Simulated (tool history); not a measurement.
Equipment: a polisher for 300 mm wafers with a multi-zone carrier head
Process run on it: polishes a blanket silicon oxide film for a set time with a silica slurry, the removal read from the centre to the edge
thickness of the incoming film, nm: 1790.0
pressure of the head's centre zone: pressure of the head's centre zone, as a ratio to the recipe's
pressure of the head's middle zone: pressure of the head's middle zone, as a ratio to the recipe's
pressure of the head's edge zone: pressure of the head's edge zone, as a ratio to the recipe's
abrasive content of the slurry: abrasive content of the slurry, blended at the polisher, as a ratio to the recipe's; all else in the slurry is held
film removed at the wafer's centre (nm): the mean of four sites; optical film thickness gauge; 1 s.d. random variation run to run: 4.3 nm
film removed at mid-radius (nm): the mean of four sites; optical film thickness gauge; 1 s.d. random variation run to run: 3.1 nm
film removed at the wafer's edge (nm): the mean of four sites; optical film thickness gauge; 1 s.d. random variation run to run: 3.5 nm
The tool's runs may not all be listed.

run  hour  flow of slurry (ml/min)  pressure of the head's centre zone  pressure of the head's middle zone  pressure of the head's edge zone  abrasive content of the slurry  polishing time (s)  film removed at the wafer's centre (nm)  film removed at mid-radius (nm)  film removed at the wafer's edge (nm)
  1   0.0                      170                                1.00                                1.00                              1.00                            1.00                  58                                   273.46                           267.47                                 261.23
  2   8.5                      170                                1.00                                1.00                              1.00                            0.85                  58                                   251.26                           245.98                                 246.13
  3   9.4                      170                                1.00                                1.00                              1.00                            0.85                  70                                   298.40                           298.27                                 296.84
  4  17.6                      175                                1.02                                0.99                              1.01                            0.85                  70                                   309.19                           293.54                                 299.60
  5  21.6                      200                                1.02                                0.99                              1.01                            0.85                  70                                   322.86                           293.84                                 303.45
  6  29.7                      200                                1.02                                0.99                              1.01                            0.95                  70                                   334.52                           312.66                                 319.57
  7  36.0                      200                                1.03                                0.98                              1.00                            0.95                  70                                   336.26                           314.18                                 320.60

Estimate the outcome of run 8 from the log above:
  8  41.1                      200                                1.04                                0.97                              1.00                            0.90                  70                                        ?                                ?                                      ?

{"run 8": {"film removed at the wafer's centre (nm)": 329.11, "film removed at mid-radius (nm)": 302.72, "film removed at the wafer's edge (nm)": 309.99}}

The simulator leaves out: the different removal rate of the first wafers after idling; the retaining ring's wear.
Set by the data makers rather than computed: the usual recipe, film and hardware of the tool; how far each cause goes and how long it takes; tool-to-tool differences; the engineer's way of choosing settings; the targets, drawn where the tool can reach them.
